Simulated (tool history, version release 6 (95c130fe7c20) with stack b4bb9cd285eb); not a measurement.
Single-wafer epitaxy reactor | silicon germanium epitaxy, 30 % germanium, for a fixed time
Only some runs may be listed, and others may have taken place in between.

run  hour  wafer temperature setpoint (pyrometer-controlled) (°C)  chamber pressure (Pa)  mean film thickness on the monitor wafer (angstrom)
  1     0                                                     615                   2480                                               728.44
  2   8.2                                                     605                   2480                                               593.25
  3    16                                                     601                   2480                                               546.39
  4  19.4                                                     599                   2480                                               523.75
  5    23                                                     597                   2480                                               500.98
  6  28.8                                                     597                   2880                                                  540
  7  31.3                                                     595                   2866                                               515.93
  8  38.1                                                     594                   2853                                               505.12

Forecast run 9:
  9  46.6                                                     593                   2840                                                    ?

Run 9 yielded mean film thickness on the monitor wafer (angstrom) 492.87.
